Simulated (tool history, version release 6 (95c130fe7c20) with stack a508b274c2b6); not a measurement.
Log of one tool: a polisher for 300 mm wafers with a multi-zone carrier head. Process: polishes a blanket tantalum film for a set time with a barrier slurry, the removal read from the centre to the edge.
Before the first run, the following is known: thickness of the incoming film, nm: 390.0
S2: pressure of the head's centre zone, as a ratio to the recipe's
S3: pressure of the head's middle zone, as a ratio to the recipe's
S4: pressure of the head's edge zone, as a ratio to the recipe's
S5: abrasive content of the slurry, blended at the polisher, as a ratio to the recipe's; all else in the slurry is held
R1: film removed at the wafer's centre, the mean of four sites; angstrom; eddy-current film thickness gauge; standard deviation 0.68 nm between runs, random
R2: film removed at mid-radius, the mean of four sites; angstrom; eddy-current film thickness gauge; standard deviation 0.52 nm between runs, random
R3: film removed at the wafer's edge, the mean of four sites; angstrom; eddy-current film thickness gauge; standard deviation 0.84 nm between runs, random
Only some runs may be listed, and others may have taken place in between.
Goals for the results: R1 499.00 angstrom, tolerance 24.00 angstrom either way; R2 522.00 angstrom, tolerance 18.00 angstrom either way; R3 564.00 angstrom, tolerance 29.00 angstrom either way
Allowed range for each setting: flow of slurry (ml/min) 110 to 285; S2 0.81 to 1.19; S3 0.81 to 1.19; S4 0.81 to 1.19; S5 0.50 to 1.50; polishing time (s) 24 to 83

run 1 day=0.000 | flow_of_slurry_(ml/min)=180 S2=1.00 S3=1.00 S4=1.00 S5=1.00 polishing_time_(s)=53 | R1=969.90 R2=973.65 R3=978.64
run 2 day=0.229 | flow_of_slurry_(ml/min)=180 S2=1.00 S3=1.00 S4=1.00 S5=1.10 polishing_time_(s)=53 | R1=1009.50 R2=989.69 R3=988.29
run 3 day=0.392 | flow_of_slurry_(ml/min)=180 S2=1.00 S3=1.07 S4=1.00 S5=1.10 polishing_time_(s)=53 | R1=979.09 R2=1035.40 R3=1019.10
run 4 day=0.746 | flow_of_slurry_(ml/min)=180 S2=1.00 S3=1.07 S4=1.00 S5=1.10 polishing_time_(s)=46 | R1=856.06 R2=905.96 R3=878.69
run 5 day=1.000 | flow_of_slurry_(ml/min)=175 S2=0.98 S3=1.04 S4=1.01 S5=1.00 polishing_time_(s)=44 | R1=776.88 R2=816.99 R3=814.74
run 6 day=1.175 | flow_of_slurry_(ml/min)=170 S2=0.96 S3=1.01 S4=1.01 S5=0.90 polishing_time_(s)=43 | R1=735.07 R2=764.79 R3=752.74
run 7 day=1.408 | flow_of_slurry_(ml/min)=165 S2=0.94 S3=0.99 S4=1.04 S5=0.85 polishing_time_(s)=42 | R1=670.44 R2=702.09 R3=744.43
run 8 day=1.650 | flow_of_slurry_(ml/min)=160 S2=0.92 S3=0.97 S4=1.03 S5=0.80 polishing_time_(s)=41 | R1=626.03 R2=665.97 R3=706.72
run 9 day=1.888 | flow_of_slurry_(ml/min)=155 S2=0.91 S3=0.95 S4=1.02 S5=0.75 polishing_time_(s)=41 | R1=594.00 R2=634.03 R3=692.53
run 10 day=2.258 | flow_of_slurry_(ml/min)=155 S2=0.91 S3=0.94 S4=1.00 S5=0.70 polishing_time_(s)=40 | R1=561.97 R2=598.78 R3=646.92

Below are 4 possible settings for the next run. Only one of them brings all results inside the allowed miss of their targets. Which is it?
run A day=2.629 | flow_of_slurry_(ml/min)=165 S2=1.06 S3=1.02 S4=0.86 S5=1.00 polishing_time_(s)=39 | R1=? R2=? R3=?
run B day=2.629 | flow_of_slurry_(ml/min)=135 S2=0.81 S3=0.81 S4=1.16 S5=0.95 polishing_time_(s)=39 | R1=? R2=? R3=?
run C day=2.629 | flow_of_slurry_(ml/min)=180 S2=0.85 S3=1.17 S4=0.89 S5=0.65 polishing_time_(s)=37 | R1=? R2=? R3=?
run D day=2.629 | flow_of_slurry_(ml/min)=110 S2=0.92 S3=0.93 S4=0.93 S5=1.20 polishing_time_(s)=33 | R1=? R2=? R3=?

move=A R1=715.79 R2=689.67 R3=655.70
move=B R1=510.92 R2=552.74 R3=724.97
move=C R1=482.65 R2=642.30 R3=556.05
move=D R1=489.94 R2=517.00 R3=561.51
A: misses by more than the last run did
B: misses by more than the last run did
C: misses by more than the last run did
D: each result inside its tolerance
D is the move that brings every result within its allowed miss.
